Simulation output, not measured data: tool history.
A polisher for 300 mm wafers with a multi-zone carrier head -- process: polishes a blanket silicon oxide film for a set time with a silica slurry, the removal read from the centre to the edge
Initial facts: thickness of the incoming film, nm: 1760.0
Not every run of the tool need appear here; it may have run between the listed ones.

run    day  flow of slurry (ml/min)  pressure of the head's centre zone  pressure of the head's middle zone  pressure of the head's edge zone  abrasive content of the slurry  polishing time (s)  film removed at the wafer's centre (nm)  film removed at mid-radius (nm)  film removed at the wafer's edge (nm)
  1  0.000                      235                                1.00                                1.00                              1.00                            1.00                  65                                   317.13                           317.31                                 319.32
  2  0.158                      235                                1.00                                1.00                              1.00                            0.85                  65                                   293.91                           291.88                                 305.48
  3  0.425                      235                                1.00                                1.00                              0.97                            0.85                  65                                   301.31                           293.47                                 293.72
  4  0.471                      230                                0.99                                0.99                              0.95                            0.80                  62                                   273.82                           275.74                                 274.50
  5  0.658                      230                                0.99                                1.07                              0.95                            0.80                  62                                   273.49                           287.22                                 274.52
  6  0.767                      230                                0.99                                1.07                              0.95                            0.80                  78                                   352.99                           361.82                                 346.11
  7  0.933                      230                                1.00                                1.06                              0.94                            0.75                  73                                   316.75                           333.98                                 313.53
  8  1.246                      230                                1.00                                1.06                              0.94                            0.75                  73                                   323.25                           324.76                                 313.68
  9  1.292                      230                                1.01                                1.05                              0.93                            0.70                  68                                   286.18                           296.40                                 284.19
 10  1.458                      295                                1.11                                0.95                              0.83                            0.50                  50                                   209.57                           181.11                                 178.92
 11  1.750                      295                                1.11                                0.95                              0.83                            0.50                  48                                   205.99                           175.47                                 170.85
 12  1.788                      295                                1.10                                0.95                              0.83                            0.50                  47                                   194.45                           173.28                                 166.98
 13  1.908                      295                                1.10                                0.95                              0.83                            0.50                  47                                   198.74                           172.51                                 167.11

Run 14 is up next; what results do you expect?
 14  2.229                      295                                1.10                                0.95                              0.83                            0.50                  47                                        ?                                ?                                      ?

{"run 14": {"film removed at the wafer's centre (nm)": 197.18, "film removed at mid-radius (nm)": 170.66, "film removed at the wafer's edge (nm)": 167.72}}
